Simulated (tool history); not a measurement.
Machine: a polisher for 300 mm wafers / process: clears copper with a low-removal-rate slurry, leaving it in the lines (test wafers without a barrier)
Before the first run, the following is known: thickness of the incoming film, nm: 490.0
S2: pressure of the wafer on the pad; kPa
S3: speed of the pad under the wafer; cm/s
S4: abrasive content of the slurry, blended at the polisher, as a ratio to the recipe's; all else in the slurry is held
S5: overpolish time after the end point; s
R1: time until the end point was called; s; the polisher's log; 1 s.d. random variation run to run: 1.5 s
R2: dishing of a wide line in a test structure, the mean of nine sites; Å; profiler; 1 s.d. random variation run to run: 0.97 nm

run 1 hour=0 | flow_of_slurry_(ml/min)=290 S2=20 S3=126 S4=1 S5=24 | R1=109.08 R2=632.94
run 2 hour=3.2 | flow_of_slurry_(ml/min)=290 S2=20 S3=126 S4=1.1 S5=24 | R1=103.43 R2=655.29
run 3 hour=10.7 | flow_of_slurry_(ml/min)=345 S2=20 S3=126 S4=1.1 S5=24 | R1=107 R2=672.01
run 4 hour=16.9 | flow_of_slurry_(ml/min)=315 S2=20 S3=126 S4=1.1 S5=24 | R1=105.27 R2=656.95
run 5 hour=19.6 | flow_of_slurry_(ml/min)=310 S2=20 S3=126 S4=1.1 S5=22 | R1=107.8 R2=600.65
run 6 hour=24.7 | flow_of_slurry_(ml/min)=310 S2=20 S3=126 S4=1.1 S5=30 | R1=106.17 R2=781.22
run 7 hour=26.4 | flow_of_slurry_(ml/min)=305 S2=20 S3=126 S4=1.1 S5=27 | R1=104.97 R2=715.07

Estimate the outcome of run 8 from the log above:
run 8 hour=27.7 | flow_of_slurry_(ml/min)=305 S2=20.7 S3=128 S4=1.1 S5=16 | R1=? R2=?

Run 8 came out at R1 99.349 s, R2 500.15 Å.
